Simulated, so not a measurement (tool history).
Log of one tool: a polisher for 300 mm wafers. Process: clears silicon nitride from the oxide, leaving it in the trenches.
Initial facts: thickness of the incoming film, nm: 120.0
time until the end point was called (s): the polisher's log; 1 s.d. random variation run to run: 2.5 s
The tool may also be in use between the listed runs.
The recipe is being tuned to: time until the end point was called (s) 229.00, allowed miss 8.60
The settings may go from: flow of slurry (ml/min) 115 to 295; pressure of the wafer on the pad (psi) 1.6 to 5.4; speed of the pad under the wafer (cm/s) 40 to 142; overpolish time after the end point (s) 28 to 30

| run | hour | flow of slurry (ml/min) | pressure of the wafer on the pad (psi) | speed of the pad under the wafer (cm/s) | overpolish time after the end point (s) | time until the end point was called (s) |
|---|---|---|---|---|---|---|
| 1 | 0.0 | 190 | 3.5 | 90 | 28 | 101.12 |
| 2 | 4.6 | 190 | 2.8 | 90 | 28 | 129.89 |
| 3 | 5.1 | 190 | 2.6 | 88 | 28 | 141.35 |
| 4 | 9.9 | 190 | 2.4 | 86 | 28 | 154.79 |
| 5 | 17.2 | 190 | 2.3 | 84 | 28 | 165.56 |
| 6 | 19.2 | 190 | 2.2 | 82 | 28 | 178.95 |
| 7 | 21.4 | 190 | 2.1 | 82 | 28 | 186.90 |
| 8 | 22.6 | 190 | 2.0 | 82 | 28 | 199.61 |
| 9 | 31.5 | 185 | 1.8 | 82 | 28 | 216.37 |
| 10 | 35.3 | 170 | 1.6 | 82 | 28 | 240.62 |
| 11 | 43.8 | 175 | 1.6 | 82 | 28 | 243.36 |
| 12 | 49.6 | 180 | 1.6 | 82 | 28 | 239.27 |
| 13 | 57.3 | 190 | 1.6 | 82 | 28 | 241.93 |

Next run, 5 choices. One meets every target within its allowed miss, the rest don't. Which?
| A | 65.0 | 115 | 1.6 | 82 | 28 | ? |
| B | 65.0 | 170 | 1.7 | 76 | 30 | ? |
| C | 65.0 | 175 | 2.0 | 60 | 30 | ? |
| D | 65.0 | 180 | 2.0 | 70 | 29 | ? |
| E | 65.0 | 180 | 2.0 | 60 | 28 | ? |

| move | time until the end point was called (s) |
|---|---|
| A | 250.34 |
| B | 242.95 |
| C | 260.65 |
| D | 224.15 |
| E | 259.86 |
A: further off than the last run
B: further off than the last run
C: further off than the last run
D: hits every target within its allowed miss
E: further off than the last run
The right move is D.
